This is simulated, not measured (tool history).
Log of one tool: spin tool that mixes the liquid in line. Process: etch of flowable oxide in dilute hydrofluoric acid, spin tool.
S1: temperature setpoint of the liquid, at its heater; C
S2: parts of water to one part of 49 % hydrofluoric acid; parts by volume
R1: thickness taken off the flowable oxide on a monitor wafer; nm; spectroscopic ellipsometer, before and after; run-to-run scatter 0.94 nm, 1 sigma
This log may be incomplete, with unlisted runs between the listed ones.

run 1 day=0 | S1=24 S2=155 time_under_the_liquid_(s)=300 | R1=59.415
run 2 day=0.033 | S1=24 S2=205 time_under_the_liquid_(s)=300 | R1=42.421
run 3 day=0.288 | S1=24 S2=205 time_under_the_liquid_(s)=300 | R1=43.391
run 4 day=0.446 | S1=24.5 S2=195 time_under_the_liquid_(s)=300 | R1=45.758
run 5 day=0.754 | S1=25 S2=185 time_under_the_liquid_(s)=300 | R1=51.072
run 6 day=0.988 | S1=23.5 S2=185 time_under_the_liquid_(s)=300 | R1=47.805
run 7 day=1.096 | S1=24.5 S2=175 time_under_the_liquid_(s)=300 | R1=53.093

Run 8 is up next; what results do you expect?
run 8 day=1.258 | S1=25 S2=170 time_under_the_liquid_(s)=300 | R1=?

R1: 55.242 nm

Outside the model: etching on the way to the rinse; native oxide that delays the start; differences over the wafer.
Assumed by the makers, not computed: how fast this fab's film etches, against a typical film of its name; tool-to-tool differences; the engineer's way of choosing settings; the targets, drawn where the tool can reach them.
